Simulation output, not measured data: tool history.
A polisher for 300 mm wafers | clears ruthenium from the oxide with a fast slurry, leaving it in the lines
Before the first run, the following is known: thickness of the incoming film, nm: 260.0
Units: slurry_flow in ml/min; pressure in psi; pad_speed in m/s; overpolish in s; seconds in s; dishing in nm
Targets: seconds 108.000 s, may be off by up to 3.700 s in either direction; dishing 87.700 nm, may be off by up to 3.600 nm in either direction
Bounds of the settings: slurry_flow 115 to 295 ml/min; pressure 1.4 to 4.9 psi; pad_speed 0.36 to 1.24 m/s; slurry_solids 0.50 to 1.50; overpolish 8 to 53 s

| run | hour | slurry_flow | pressure | pad_speed | slurry_solids | overpolish | seconds | dishing |
|---|---|---|---|---|---|---|---|---|
| 1 | 0.0 | 190 | 3.1 | 0.80 | 1.00 | 27 | 65.988 | 82.381 |
| 2 | 6.0 | 185 | 2.6 | 0.80 | 1.00 | 32 | 78.946 | 83.346 |
| 3 | 11.9 | 210 | 2.6 | 0.80 | 1.00 | 32 | 76.353 | 83.666 |
| 4 | 14.8 | 175 | 2.6 | 0.80 | 1.00 | 32 | 78.619 | 82.874 |
| 5 | 16.1 | 170 | 2.3 | 0.80 | 1.00 | 36 | 89.231 | 81.373 |
| 6 | 22.0 | 195 | 2.3 | 0.80 | 1.00 | 36 | 86.542 | 82.581 |
| 7 | 24.4 | 180 | 2.1 | 0.80 | 1.00 | 39 | 95.127 | 82.009 |
| 8 | 28.9 | 170 | 2.0 | 0.80 | 1.00 | 41 | 101.540 | 81.059 |
| 9 | 37.1 | 165 | 2.0 | 0.80 | 1.00 | 43 | 101.940 | 84.085 |
| 10 | 40.4 | 160 | 2.0 | 0.80 | 1.00 | 44 | 100.990 | 85.633 |
| 11 | 43.8 | 155 | 2.0 | 0.80 | 1.00 | 45 | 102.030 | 86.104 |

Consider the 4 candidate settings below. Which is the only one whose results all fall within their allowed miss of target?
| A | 47.2 | 120 | 1.8 | 0.90 | 1.15 | 52 | ? | ? |
| B | 47.2 | 170 | 2.5 | 0.70 | 0.90 | 48 | ? | ? |
| C | 47.2 | 120 | 2.1 | 0.74 | 1.10 | 47 | ? | ? |
| D | 47.2 | 130 | 2.2 | 0.84 | 1.00 | 39 | ? | ? |

| move | seconds | dishing |
|---|---|---|
| A | 102.640 | 96.932 |
| B | 100.700 | 92.364 |
| C | 109.440 | 84.895 |
| D | 95.184 | 81.683 |
A: further off than the last run
B: further off than the last run
C: each result inside its tolerance
D: further off than the last run
Move C is the one to make.
